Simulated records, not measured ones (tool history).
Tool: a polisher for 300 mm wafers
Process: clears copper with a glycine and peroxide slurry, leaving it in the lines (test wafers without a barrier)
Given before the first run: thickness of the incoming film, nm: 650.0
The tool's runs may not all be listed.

run    day  flow of slurry (ml/min)  pressure of the wafer on the pad (psi)  speed of the pad under the wafer (cm/s)  overpolish time after the end point (s)  time until the end point was called (s)  dishing of a wide line in a test structure (angstrom)
  1  0.000                      150                                     2.0                                      120                                       10                                   130.88                                                315.820
  2  0.254                      150                                     2.4                                      120                                       10                                   115.02                                                360.860
  3  0.358                      150                                     2.3                                      120                                        9                                   116.54                                                315.590
  4  0.671                      150                                     2.2                                      120                                        8                                   124.36                                                274.750
  5  0.975                      150                                     2.2                                      144                                        8                                   106.08                                                314.070
  6  1.325                      150                                     2.1                                      144                                        7                                   109.41                                                275.800
  7  1.488                      150                                     2.0                                      144                                        7                                   115.43                                                267.010
  8  1.596                      150                                     1.9                                      144                                        6                                   120.26                                                213.180
  9  1.658                      150                                     1.8                                      144                                        6                                   124.82                                                210.350
 10  1.917                      150                                     1.7                                      144                                        6                                   133.91                                                207.020
 11  2.150                      150                                     1.5                                      138                                        3                                   151.54                                                 98.143
     2.500  -- head pressure recalibrated
 12  2.500                      150                                     1.5                                      140                                        3                                   138.38                                                102.650
 13  2.750                      140                                     1.4                                      136                                        8                                   149.46                                                230.760
 14  2.838                      140                                     1.4                                      134                                        8                                   153.08                                                231.100
 15  3.092                      145                                     1.4                                      132                                        8                                   154.15                                                231.550
 16  3.167                      145                                     1.5                                      130                                        8                                   149.63                                                225.570
 17  3.233                      145                                     1.5                                      130                                        8                                   153.45                                                242.310
 18  3.417                      150                                     1.4                                      136                                        3                                   154.80                                                 96.599
 19  3.767                      150                                     1.4                                      138                                        3                                   148.93                                                 94.859
 20  3.979                      150                                     1.4                                      140                                        3                                   146.83                                                 98.039
 21  4.212                      150                                     1.4                                      142                                        3                                   148.09                                                 96.396

What does the tool deliver on the next run?
 22  4.442                      140                                     1.5                                      138                                        8                                        ?                                                      ?

time until the end point was called (s): 145.30
dishing of a wide line in a test structure (angstrom): 248.130

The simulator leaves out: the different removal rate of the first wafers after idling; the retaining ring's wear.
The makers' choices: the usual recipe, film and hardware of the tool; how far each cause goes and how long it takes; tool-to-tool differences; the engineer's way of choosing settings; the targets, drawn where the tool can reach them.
